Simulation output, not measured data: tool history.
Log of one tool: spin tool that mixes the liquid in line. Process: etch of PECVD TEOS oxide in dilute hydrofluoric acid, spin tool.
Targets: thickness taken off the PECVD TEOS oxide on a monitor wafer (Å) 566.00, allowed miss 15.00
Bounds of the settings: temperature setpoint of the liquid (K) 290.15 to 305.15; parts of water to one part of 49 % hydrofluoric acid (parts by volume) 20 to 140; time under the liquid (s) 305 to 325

| run | hour | temperature setpoint of the liquid (K) | parts of water to one part of 49 % hydrofluoric acid (parts by volume) | time under the liquid (s) | thickness taken off the PECVD TEOS oxide on a monitor wafer (Å) |
|---|---|---|---|---|---|
| 1 | 0.0 | 297.15 | 75 | 305 | 683.39 |
| 2 | 7.8 | 296.15 | 75 | 305 | 652.11 |
| 3 | 11.4 | 296.15 | 50 | 305 | 1011.90 |
| 4 | 19.6 | 295.15 | 55 | 305 | 881.86 |
| 5 | 27.9 | 295.15 | 80 | 305 | 590.23 |
|  | 29.2 | thermometer replaced |
| 6 | 29.2 | 298.15 | 80 | 305 | 631.24 |
| 7 | 33.5 | 297.65 | 80 | 305 | 610.70 |
| 8 | 37.1 | 297.15 | 80 | 305 | 597.67 |
| 9 | 42.5 | 296.65 | 80 | 305 | 589.07 |

Which of these 5 next moves meets every target?
| A | 47.9 | 295.65 | 80 | 325 | ? |
| B | 47.9 | 295.65 | 85 | 325 | ? |
| C | 47.9 | 297.15 | 80 | 305 | ? |
| D | 47.9 | 295.65 | 75 | 305 | ? |
| E | 47.9 | 290.15 | 65 | 325 | ? |

| move | thickness taken off the PECVD TEOS oxide on a monitor wafer (Å) |
|---|---|
| A | 604.12 |
| B | 565.14 |
| C | 602.43 |
| D | 608.47 |
| E | 600.82 |
A: further off than the last run
B: meets every target
C: further off than the last run
D: further off than the last run
E: further off than the last run
The right move is B.

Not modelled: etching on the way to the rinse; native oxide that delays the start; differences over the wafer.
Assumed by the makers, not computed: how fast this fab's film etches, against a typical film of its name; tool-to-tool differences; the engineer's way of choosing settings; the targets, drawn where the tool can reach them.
